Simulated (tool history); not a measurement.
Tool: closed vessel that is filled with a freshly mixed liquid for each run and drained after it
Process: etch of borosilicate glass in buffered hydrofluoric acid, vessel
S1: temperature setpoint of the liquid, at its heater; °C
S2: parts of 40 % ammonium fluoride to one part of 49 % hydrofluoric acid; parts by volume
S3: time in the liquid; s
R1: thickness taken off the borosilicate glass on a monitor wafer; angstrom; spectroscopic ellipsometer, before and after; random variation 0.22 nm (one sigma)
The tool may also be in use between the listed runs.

run,hour,S1,S2,S3,R1
1,0,20,12.5,90,710.44
2,5.8,19,14,90,594.77
3,12.1,17,14,90,534.18
4,13.5,17,14,90,538.85
5,19.2,19,14,90,600.85
6,25.5,18.5,15,90,543.74
7,26.7,18,16,90,494.38
8,34.4,18,16,90,497.41

The next listed run, before its measurement:
9,39.5,17.5,17,90,?

Run 9 gave R1 456.18 angstrom.

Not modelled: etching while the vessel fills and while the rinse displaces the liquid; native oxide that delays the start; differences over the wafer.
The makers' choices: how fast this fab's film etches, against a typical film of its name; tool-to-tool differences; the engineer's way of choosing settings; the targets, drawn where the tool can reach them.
